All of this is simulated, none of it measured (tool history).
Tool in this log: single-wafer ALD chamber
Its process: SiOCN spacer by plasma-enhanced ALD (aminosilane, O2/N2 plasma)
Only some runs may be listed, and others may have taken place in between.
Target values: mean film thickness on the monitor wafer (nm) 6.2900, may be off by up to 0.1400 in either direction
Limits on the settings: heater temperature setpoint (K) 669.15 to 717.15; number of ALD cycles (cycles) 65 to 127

| run | day | heater temperature setpoint (K) | number of ALD cycles (cycles) | mean film thickness on the monitor wafer (nm) |
|---|---|---|---|---|
| 1 | 0.000 | 693.15 | 96 | 5.0810 |
| 2 | 0.150 | 692.15 | 98 | 5.2062 |
| 3 | 0.217 | 692.15 | 86 | 4.5356 |
| 4 | 0.288 | 686.15 | 86 | 4.5945 |
| 5 | 0.583 | 685.15 | 89 | 4.7815 |
| 6 | 0.925 | 685.15 | 79 | 4.2810 |
| 7 | 1.154 | 685.15 | 79 | 4.2642 |
| 8 | 1.375 | 684.15 | 82 | 4.4302 |
| 9 | 1.667 | 683.15 | 85 | 4.6284 |
| 10 | 1.938 | 682.15 | 87 | 4.7268 |
| 11 | 2.242 | 681.15 | 89 | 4.8531 |
| 12 | 2.312 | 681.15 | 89 | 4.8757 |
| 13 | 2.608 | 680.15 | 91 | 4.9678 |
| 14 | 2.883 | 679.15 | 93 | 5.0826 |
| 15 | 3.229 | 679.15 | 95 | 5.1994 |

Of the 5 settings listed for the next run, only one would bring every result within its allowed miss of target. Which one?
| A | 3.575 | 680.15 | 86 | ? |
| B | 3.575 | 675.15 | 106 | ? |
| C | 3.575 | 673.15 | 72 | ? |
| D | 3.575 | 669.15 | 107 | ? |
| E | 3.575 | 681.15 | 115 | ? |

| move | mean film thickness on the monitor wafer (nm) |
|---|---|
| A | 4.6974 |
| B | 5.8723 |
| C | 4.0112 |
| D | 5.9870 |
| E | 6.2635 |
A: the biggest miss grows against the last run
B: closer than the last run, but not yet in spec
C: the biggest miss grows against the last run
D: closer than the last run, but not yet in spec
E: each result inside its tolerance
Answer: E
